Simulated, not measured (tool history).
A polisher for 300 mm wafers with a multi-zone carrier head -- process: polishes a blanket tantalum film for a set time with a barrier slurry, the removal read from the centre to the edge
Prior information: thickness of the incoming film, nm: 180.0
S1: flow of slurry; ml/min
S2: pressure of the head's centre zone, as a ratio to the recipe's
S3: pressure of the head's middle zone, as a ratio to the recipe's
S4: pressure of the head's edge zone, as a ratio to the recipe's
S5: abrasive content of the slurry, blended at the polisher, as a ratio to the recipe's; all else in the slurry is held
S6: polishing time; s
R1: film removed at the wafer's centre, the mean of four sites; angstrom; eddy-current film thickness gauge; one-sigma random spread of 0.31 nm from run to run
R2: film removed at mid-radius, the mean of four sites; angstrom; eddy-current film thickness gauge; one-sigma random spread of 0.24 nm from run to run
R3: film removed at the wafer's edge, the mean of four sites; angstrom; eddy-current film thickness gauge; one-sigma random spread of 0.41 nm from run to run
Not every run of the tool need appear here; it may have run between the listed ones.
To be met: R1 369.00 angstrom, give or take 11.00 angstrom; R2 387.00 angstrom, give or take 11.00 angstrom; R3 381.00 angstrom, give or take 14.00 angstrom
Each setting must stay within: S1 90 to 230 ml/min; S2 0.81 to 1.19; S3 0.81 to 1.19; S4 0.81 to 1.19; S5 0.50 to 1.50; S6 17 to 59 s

{"run": 1, "hour": 0.0, "S1": 150, "S2": 1.0, "S3": 1.0, "S4": 1.0, "S5": 1.0, "S6": 38, "R1": 514.63, "R2": 510.76, "R3": 519.73}
{"run": 2, "hour": 6.8, "S1": 145, "S2": 0.98, "S3": 0.99, "S4": 0.96, "S5": 0.85, "S6": 37, "R1": 451.21, "R2": 457.61, "R3": 469.48}
{"run": 3, "hour": 14.6, "S1": 145, "S2": 0.98, "S3": 1.06, "S4": 0.96, "S5": 0.85, "S6": 37, "R1": 448.34, "R2": 490.79, "R3": 462.58}
{"run": 4, "hour": 22.2, "S1": 145, "S2": 0.98, "S3": 1.06, "S4": 1.03, "S5": 0.85, "S6": 37, "R1": 455.47, "R2": 480.5, "R3": 476.12}
{"run": 5, "hour": 30.0, "S1": 140, "S2": 0.98, "S3": 1.05, "S4": 0.99, "S5": 0.75, "S6": 37, "R1": 432.2, "R2": 451.61, "R3": 456.25}
{"run": 6, "hour": 36.2, "S1": 140, "S2": 0.98, "S3": 1.05, "S4": 0.99, "S5": 0.75, "S6": 43, "R1": 501.93, "R2": 525.4, "R3": 527.36}
{"run": 7, "hour": 41.7, "S1": 140, "S2": 0.98, "S3": 1.04, "S4": 0.96, "S5": 0.7, "S6": 41, "R1": 453.31, "R2": 481.71, "R3": 484.46}
{"run": 8, "hour": 43.7, "S1": 140, "S2": 0.99, "S3": 1.04, "S4": 0.93, "S5": 0.65, "S6": 40, "R1": 438.63, "R2": 451.05, "R3": 440.74}

Pick the move, out of 5, that brings all results within their allowed miss; only one does.
{"run": "A", "hour": 45.7, "S1": 120, "S2": 0.83, "S3": 1.17, "S4": 1.05, "S5": 0.75, "S6": 43, "R1": "?", "R2": "?", "R3": "?"}
{"run": "B", "hour": 45.7, "S1": 150, "S2": 0.89, "S3": 1.07, "S4": 0.95, "S5": 0.75, "S6": 44, "R1": "?", "R2": "?", "R3": "?"}
{"run": "C", "hour": 45.7, "S1": 115, "S2": 0.85, "S3": 0.99, "S4": 1.03, "S5": 0.6, "S6": 40, "R1": "?", "R2": "?", "R3": "?"}
{"run": "D", "hour": 45.7, "S1": 150, "S2": 0.91, "S3": 0.96, "S4": 0.81, "S5": 0.65, "S6": 36, "R1": "?", "R2": "?", "R3": "?"}
{"run": "E", "hour": 45.7, "S1": 105, "S2": 0.82, "S3": 0.9, "S4": 1.13, "S5": 0.55, "S6": 48, "R1": "?", "R2": "?", "R3": "?"}

move=A R1=398.97 R2=557.07 R3=515.28
move=B R1=464.10 R2=555.77 R3=528.81
move=C R1=335.18 R2=397.29 R3=423.45
move=D R1=362.30 R2=387.36 R3=384.47
move=E R1=357.39 R2=407.45 R3=491.11
A: further off than the last run
B: further off than the last run
C: the result that was furthest off in the last run now lies on the other side of its target
D: all results in spec
E: the result that was furthest off in the last run now lies on the other side of its target
The right move is D.

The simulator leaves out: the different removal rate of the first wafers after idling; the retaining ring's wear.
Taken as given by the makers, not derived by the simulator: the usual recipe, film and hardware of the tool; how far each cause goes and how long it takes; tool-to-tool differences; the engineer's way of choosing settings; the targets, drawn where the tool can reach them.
